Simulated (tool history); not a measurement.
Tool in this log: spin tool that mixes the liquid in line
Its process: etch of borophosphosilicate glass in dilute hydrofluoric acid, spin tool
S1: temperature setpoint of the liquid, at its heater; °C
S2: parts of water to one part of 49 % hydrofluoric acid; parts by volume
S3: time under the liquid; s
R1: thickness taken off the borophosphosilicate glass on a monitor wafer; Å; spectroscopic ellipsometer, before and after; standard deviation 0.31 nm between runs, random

| run | hour | S1 | S2 | S3 | R1 |
|---|---|---|---|---|---|
| 1 | 0 | 23 | 165 | 85 | 245.84 |
| 2 | 4.9 | 23 | 190 | 85 | 202.88 |
| 3 | 11 | 23 | 190 | 90 | 220.33 |
| 4 | 14.6 | 23 | 190 | 90 | 218.27 |
| 5 | 19.6 | 25 | 185 | 90 | 242.83 |
| 6 | 22.3 | 26.5 | 180 | 90 | 268.51 |
| 7 | 23.8 | 27.5 | 180 | 90 | 276.44 |
| 8 | 30.6 | 28.5 | 180 | 90 | 288 |

What does the tool deliver on the next run?
| 9 | 35 | 29 | 180 | 90 | ? |

R1: 295.35 Å

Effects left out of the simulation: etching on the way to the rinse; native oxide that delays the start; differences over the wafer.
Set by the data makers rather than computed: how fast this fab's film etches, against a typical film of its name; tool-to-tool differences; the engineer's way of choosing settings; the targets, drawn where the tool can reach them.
